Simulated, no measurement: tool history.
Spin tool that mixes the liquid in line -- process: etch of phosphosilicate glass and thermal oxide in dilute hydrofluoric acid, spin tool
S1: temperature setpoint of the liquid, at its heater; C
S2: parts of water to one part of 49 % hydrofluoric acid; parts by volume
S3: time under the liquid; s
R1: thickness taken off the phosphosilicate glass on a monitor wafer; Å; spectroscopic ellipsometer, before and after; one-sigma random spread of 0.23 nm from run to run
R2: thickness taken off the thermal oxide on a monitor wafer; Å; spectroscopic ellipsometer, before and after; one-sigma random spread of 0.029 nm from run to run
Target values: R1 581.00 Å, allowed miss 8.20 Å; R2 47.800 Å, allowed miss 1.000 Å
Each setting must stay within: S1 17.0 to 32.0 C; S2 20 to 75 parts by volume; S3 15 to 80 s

run	hour	S1	S2	S3	R1	R2
1	0.0	24.0	45	40	535.05	44.252
2	8.4	24.5	45	40	550.09	45.080
3	11.1	24.5	50	40	490.32	40.208
4	12.3	25.0	50	40	499.82	41.382
5	21.1	25.5	50	40	508.57	42.316
6	23.1	26.0	50	40	515.86	42.726
7	24.5	26.5	50	40	530.77	43.449
8	30.6	27.0	50	40	541.44	44.407
9	32.5	28.0	50	40	568.89	46.482

Next run, 4 choices. One meets every target within its allowed miss, the rest don't. Which?
A	34.4	28.5	45	35	?	?
B	34.4	26.0	45	40	?	?
C	34.4	32.0	45	30	?	?
D	34.4	24.5	40	35	?	?

move	R1	R2
A	560.83	46.545
B	579.54	48.098
C	551.69	45.787
D	540.16	44.830
A: lands further from the targets than the last run did
B: every result within its allowed miss
C: lands further from the targets than the last run did
D: lands further from the targets than the last run did
So the answer is move B, the one that meets all the targets.

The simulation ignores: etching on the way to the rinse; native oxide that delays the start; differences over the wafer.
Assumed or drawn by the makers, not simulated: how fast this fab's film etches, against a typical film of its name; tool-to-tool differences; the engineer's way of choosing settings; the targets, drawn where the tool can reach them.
